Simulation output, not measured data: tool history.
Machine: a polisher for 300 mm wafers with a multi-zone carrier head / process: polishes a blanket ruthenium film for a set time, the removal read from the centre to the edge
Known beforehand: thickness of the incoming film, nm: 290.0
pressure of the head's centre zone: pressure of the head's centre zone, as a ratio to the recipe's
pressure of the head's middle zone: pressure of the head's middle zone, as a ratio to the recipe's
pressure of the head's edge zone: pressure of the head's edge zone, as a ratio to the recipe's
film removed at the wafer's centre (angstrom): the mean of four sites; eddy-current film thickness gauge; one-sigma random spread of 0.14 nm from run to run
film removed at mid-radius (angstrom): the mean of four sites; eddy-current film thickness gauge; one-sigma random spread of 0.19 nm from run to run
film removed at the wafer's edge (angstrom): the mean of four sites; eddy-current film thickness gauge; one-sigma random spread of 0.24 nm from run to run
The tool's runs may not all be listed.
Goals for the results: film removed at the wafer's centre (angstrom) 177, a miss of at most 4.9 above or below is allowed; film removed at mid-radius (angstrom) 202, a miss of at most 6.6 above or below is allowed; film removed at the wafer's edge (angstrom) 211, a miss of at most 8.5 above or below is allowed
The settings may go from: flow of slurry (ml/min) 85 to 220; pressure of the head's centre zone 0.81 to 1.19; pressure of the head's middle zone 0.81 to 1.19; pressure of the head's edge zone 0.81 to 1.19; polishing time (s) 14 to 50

run  hour  flow of slurry (ml/min)  pressure of the head's centre zone  pressure of the head's middle zone  pressure of the head's edge zone  polishing time (s)  film removed at the wafer's centre (angstrom)  film removed at mid-radius (angstrom)  film removed at the wafer's edge (angstrom)
  1     0                      140                                   1                                   1                                 1                  32                                         317.98                                 327.97                                       322.33
  2   8.4                      140                                   1                                   1                              0.97                  32                                         317.04                                 321.57                                       321.72
  3  16.7                      130                                0.95                                0.99                              0.94                  28                                         260.54                                 276.56                                       275.71
  4  23.6                      120                                0.91                                0.97                              0.92                  26                                         230.98                                 246.76                                       256.98
  5  29.8                      120                                0.91                                1.03                              0.92                  26                                         228.51                                 261.31                                       251.13
  6    33                      110                                0.91                                1.03                              0.92                  26                                         221.19                                  253.3                                       240.88
  7  36.9                      100                                0.89                                1.01                              0.91                  25                                         206.27                                 238.42                                       238.08
  8  40.9                      100                                0.88                                   1                              0.89                  24                                         197.98                                 227.08                                       221.58
  9  46.2                       95                                0.86                                0.98                              0.88                  24                                         190.57                                 221.49                                        218.5
 10  51.4                       90                                0.85                                0.96                              0.88                  24                                         184.88                                 215.87                                       217.38
 11  56.5                       90                                0.84                                0.94                              0.87                  24                                         184.58                                 210.48                                        216.5
 12  64.5                       90                                0.83                                0.93                              0.86                  24                                         182.44                                    207                                       217.66
 13  68.8                       90                                0.83                                0.93                              0.85                  24                                         180.18                                 209.49                                        216.9

4 candidate next runs follow, results not yet known. Just one meets every target within its allowed miss. Identify it.
  A  73.1                       85                                0.82                                1.04                              0.81                  24                                              ?                                      ?                                            ?
  B  73.1                       95                                0.94                                   1                                 1                  22                                              ?                                      ?                                            ?
  C  73.1                       85                                0.81                                0.93                              0.81                  25                                              ?                                      ?                                            ?
  D  73.1                      105                                0.82                                0.91                              0.87                  23                                              ?                                      ?                                            ?

move  film removed at the wafer's centre (angstrom)  film removed at mid-radius (angstrom)  film removed at the wafer's edge (angstrom)
   A                                         176.99                                 227.32                                       206.95
   B                                         190.47                                 206.62                                       212.71
   C                                         182.08                                 215.53                                       215.89
   D                                         179.02                                 204.15                                       211.75
A: lands further from the targets than the last run did
B: brings the result that was furthest off to its target, and leaves another outside
C: lands further from the targets than the last run did
D: hits every target within its allowed miss
D is the move that brings every result within its allowed miss.
